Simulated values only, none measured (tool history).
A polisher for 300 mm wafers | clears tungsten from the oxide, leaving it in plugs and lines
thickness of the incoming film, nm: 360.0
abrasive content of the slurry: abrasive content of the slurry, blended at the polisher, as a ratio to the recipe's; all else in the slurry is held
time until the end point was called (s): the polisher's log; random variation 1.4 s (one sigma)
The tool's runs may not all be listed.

run,day,flow of slurry (ml/min),pressure of the wafer on the pad (psi),speed of the pad under the wafer (m/s),abrasive content of the slurry,overpolish time after the end point (s),time until the end point was called (s)
1,0.000,275,3.0,1.14,1.0,31,94.925
2,0.292,275,3.0,1.14,1.1,31,93.546
3,0.554,275,3.0,1.34,1.1,31,80.911
4,0.825,320,3.0,1.34,1.1,31,79.999
5,1.042,280,3.0,1.34,1.1,31,80.121
6,1.283,280,3.0,1.34,1.1,31,80.527
7,1.512,280,2.6,1.28,1.1,31,95.949
8,1.700,280,2.3,1.22,1.1,31,114.560
9,1.746,280,2.1,1.20,1.1,31,124.970

Run 10 comes next. What will it give?
10,1.838,280,1.9,1.20,1.1,31,?

{"run 10": {"time until the end point was called (s)": 139.77}}
